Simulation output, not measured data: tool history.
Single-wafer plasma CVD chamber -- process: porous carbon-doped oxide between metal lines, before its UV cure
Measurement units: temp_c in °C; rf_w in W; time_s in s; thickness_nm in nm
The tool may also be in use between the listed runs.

Run 1, hour 0: temp_c 310 °C, rf_w 520 W, time_s 35.8 s. Result: thickness_nm 178.62 nm.
Run 2, hour 1.3: temp_c 310 °C, rf_w 520 W, time_s 35.8 s. Result: thickness_nm 178.47 nm.
Run 3, hour 2.4: temp_c 310 °C, rf_w 480 W, time_s 35.8 s. Result: thickness_nm 169.05 nm.
Run 4, hour 3.6: temp_c 310 °C, rf_w 480 W, time_s 35.8 s. Result: thickness_nm 168.29 nm.
Run 5, hour 11.6: temp_c 312 °C, rf_w 475 W, time_s 35.8 s. Result: thickness_nm 165.37 nm.
Run 6, hour 12.1: temp_c 307 °C, rf_w 475 W, time_s 35.8 s. Result: thickness_nm 170.97 nm.
Run 7, hour 18.2: temp_c 309 °C, rf_w 470 W, time_s 35.8 s. Result: thickness_nm 167.08 nm.
Run 8, hour 19.2: temp_c 311 °C, rf_w 465 W, time_s 35.8 s. Result: thickness_nm 165 nm.

For run 9, what comes out?
Run 9, hour 22.4: temp_c 312 °C, rf_w 460 W, time_s 35.8 s. Result: thickness_nm ?.

{"run 9": {"thickness_nm": 163.36}}

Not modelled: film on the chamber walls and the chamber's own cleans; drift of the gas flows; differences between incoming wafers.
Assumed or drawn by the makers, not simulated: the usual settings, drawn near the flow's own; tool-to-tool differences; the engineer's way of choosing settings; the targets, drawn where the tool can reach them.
